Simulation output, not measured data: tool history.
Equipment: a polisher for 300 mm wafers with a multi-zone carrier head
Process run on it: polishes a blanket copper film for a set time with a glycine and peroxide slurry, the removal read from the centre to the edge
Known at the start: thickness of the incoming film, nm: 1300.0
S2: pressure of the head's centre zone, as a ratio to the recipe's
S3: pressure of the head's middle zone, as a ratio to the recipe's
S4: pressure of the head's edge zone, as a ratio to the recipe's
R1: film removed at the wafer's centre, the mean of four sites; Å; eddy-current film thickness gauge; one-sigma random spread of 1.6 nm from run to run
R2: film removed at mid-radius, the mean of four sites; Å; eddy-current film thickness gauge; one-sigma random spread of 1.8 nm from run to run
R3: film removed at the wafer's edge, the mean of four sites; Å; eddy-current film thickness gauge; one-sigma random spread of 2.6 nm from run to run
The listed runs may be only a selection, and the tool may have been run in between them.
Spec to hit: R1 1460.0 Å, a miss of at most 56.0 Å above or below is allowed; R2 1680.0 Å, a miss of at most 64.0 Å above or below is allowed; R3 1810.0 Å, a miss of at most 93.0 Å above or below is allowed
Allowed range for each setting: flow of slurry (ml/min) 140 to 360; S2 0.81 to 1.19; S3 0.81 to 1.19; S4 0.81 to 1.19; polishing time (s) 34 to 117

Run 1, hour 0.0: flow of slurry (ml/min) 230, S2 1.00, S3 1.00, S4 1.00, polishing time (s) 75. Result: R1 2098.6 Å, R2 2151.0 Å, R3 2059.6 Å.
Run 2, hour 1.5: flow of slurry (ml/min) 230, S2 1.00, S3 1.04, S4 1.00, polishing time (s) 75. Result: R1 2095.7 Å, R2 2164.1 Å, R3 2134.2 Å.
Run 3, hour 4.0: flow of slurry (ml/min) 255, S2 1.00, S3 1.04, S4 1.00, polishing time (s) 75. Result: R1 2101.5 Å, R2 2244.0 Å, R3 2101.5 Å.
Run 4, hour 6.2: flow of slurry (ml/min) 230, S2 0.95, S3 1.02, S4 1.03, polishing time (s) 71. Result: R1 1902.7 Å, R2 2042.7 Å, R3 2018.5 Å.
At hour 8.9: worn pad replaced by a new one.
Run 5, hour 8.9: flow of slurry (ml/min) 230, S2 0.95, S3 1.02, S4 1.03, polishing time (s) 84. Result: R1 2382.7 Å, R2 2656.5 Å, R3 2589.2 Å.
Run 6, hour 10.7: flow of slurry (ml/min) 265, S2 0.95, S3 1.02, S4 1.03, polishing time (s) 84. Result: R1 2442.7 Å, R2 2714.6 Å, R3 2585.7 Å.
Run 7, hour 16.2: flow of slurry (ml/min) 230, S2 0.91, S3 1.00, S4 1.04, polishing time (s) 77. Result: R1 2109.5 Å, R2 2361.2 Å, R3 2406.4 Å.
Run 8, hour 17.9: flow of slurry (ml/min) 215, S2 0.89, S3 1.00, S4 1.03, polishing time (s) 71. Result: R1 1884.4 Å, R2 2159.8 Å, R3 2162.5 Å.
Run 9, hour 26.8: flow of slurry (ml/min) 205, S2 0.87, S3 0.99, S4 1.04, polishing time (s) 66. Result: R1 1699.8 Å, R2 1946.5 Å, R3 2048.7 Å.
Run 10, hour 29.8: flow of slurry (ml/min) 195, S2 0.86, S3 0.98, S4 1.03, polishing time (s) 63. Result: R1 1600.2 Å, R2 1851.1 Å, R3 1916.4 Å.
Run 11, hour 33.6: flow of slurry (ml/min) 185, S2 0.85, S3 0.97, S4 1.03, polishing time (s) 62. Result: R1 1557.5 Å, R2 1836.2 Å, R3 1887.2 Å.

5 next moves are on the table. One of them brings every result within its allowed miss. Which?
Run A, hour 37.4: flow of slurry (ml/min) 225, S2 0.89, S3 0.91, S4 1.13, polishing time (s) 61. Result: R1 ?, R2 ?, R3 ?.
Run B, hour 37.4: flow of slurry (ml/min) 170, S2 0.85, S3 0.95, S4 1.06, polishing time (s) 60. Result: R1 ?, R2 ?, R3 ?.
Run C, hour 37.4: flow of slurry (ml/min) 190, S2 0.81, S3 1.03, S4 1.11, polishing time (s) 63. Result: R1 ?, R2 ?, R3 ?.
Run D, hour 37.4: flow of slurry (ml/min) 155, S2 0.81, S3 1.05, S4 1.10, polishing time (s) 64. Result: R1 ?, R2 ?, R3 ?.
Run E, hour 37.4: flow of slurry (ml/min) 175, S2 0.81, S3 1.05, S4 1.12, polishing time (s) 59. Result: R1 ?, R2 ?, R3 ?.

move      R1      R2      R3
   A  1648.3  1742.2  1906.5
   B  1468.9  1695.5  1752.8
   C  1504.2  1945.5  1910.1
   D  1461.3  1930.7  1875.9
   E  1385.5  1824.6  1777.0
A: brings the last run's worst result on target, with another outside its allowed miss
B: in spec on every target
C: its largest miss is bigger than the last run's
D: its largest miss is bigger than the last run's
E: closes in on the targets versus the last run, not all within tolerance yet
Answer: B

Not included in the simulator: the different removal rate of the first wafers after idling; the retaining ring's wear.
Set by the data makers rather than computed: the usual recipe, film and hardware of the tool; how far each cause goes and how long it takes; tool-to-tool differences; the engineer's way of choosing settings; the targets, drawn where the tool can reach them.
